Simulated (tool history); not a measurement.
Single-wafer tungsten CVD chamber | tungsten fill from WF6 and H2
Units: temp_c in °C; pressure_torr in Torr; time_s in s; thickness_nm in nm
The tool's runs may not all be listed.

run 1 hour=0 | temp_c=390 pressure_torr=28.8 time_s=24.8 | thickness_nm=53.513
run 2 hour=0.5 | temp_c=379 pressure_torr=28.8 time_s=24.8 | thickness_nm=44.212
run 3 hour=5.1 | temp_c=384 pressure_torr=28.9 time_s=24.8 | thickness_nm=48.732
run 4 hour=9.4 | temp_c=384 pressure_torr=26.5 time_s=24.8 | thickness_nm=45.768
run 5 hour=13.9 | temp_c=389 pressure_torr=26.6 time_s=24.8 | thickness_nm=50.193
run 6 hour=16.1 | temp_c=389 pressure_torr=23.8 time_s=24.8 | thickness_nm=45.767
run 7 hour=24.7 | temp_c=393 pressure_torr=24.4 time_s=24.8 | thickness_nm=49.939
run 8 hour=32.6 | temp_c=396 pressure_torr=25 time_s=24.8 | thickness_nm=53.643
run 9 hour=34.4 | temp_c=399 pressure_torr=25.5 time_s=24.8 | thickness_nm=57.419
-- hour=40.2 thermocouple changed; heater temperature recalibrated
run 10 hour=40.2 | temp_c=399 pressure_torr=25.5 time_s=24.8 | thickness_nm=60.366
run 11 hour=42.3 | temp_c=401 pressure_torr=25.5 time_s=24.8 | thickness_nm=62.52
run 12 hour=46.3 | temp_c=413 pressure_torr=25.8 time_s=24.8 | thickness_nm=75.832
run 13 hour=52 | temp_c=413 pressure_torr=25.8 time_s=24.8 | thickness_nm=75.998
run 14 hour=53 | temp_c=413 pressure_torr=25.9 time_s=24.8 | thickness_nm=76.34

The next listed run, before its measurement:
run 15 hour=53.9 | temp_c=413 pressure_torr=26 time_s=24.8 | thickness_nm=?

{"run 15": {"thickness_nm": 76.672}}

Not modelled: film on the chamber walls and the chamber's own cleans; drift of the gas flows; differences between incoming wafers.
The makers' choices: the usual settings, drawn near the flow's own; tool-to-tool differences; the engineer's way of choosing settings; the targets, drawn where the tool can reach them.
